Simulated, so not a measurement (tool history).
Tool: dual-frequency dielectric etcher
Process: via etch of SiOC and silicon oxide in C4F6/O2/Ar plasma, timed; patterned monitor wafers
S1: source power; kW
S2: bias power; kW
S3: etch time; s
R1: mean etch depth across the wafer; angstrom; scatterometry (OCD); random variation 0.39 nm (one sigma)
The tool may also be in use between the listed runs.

run	hour	S1	S2	S3	R1
1	0.0	0.400	0.181	61	761.25
2	2.5	0.400	0.194	61	782.43
3	6.0	0.400	0.222	61	811.84
4	9.9	0.430	0.222	61	843.40
5	18.1	0.380	0.217	61	780.23
6	26.3	0.360	0.215	61	764.90
7	28.1	0.340	0.213	61	740.48

Forecast run 8:
8	29.7	0.330	0.212	61	?

Run 8 gave R1 728.54 angstrom.
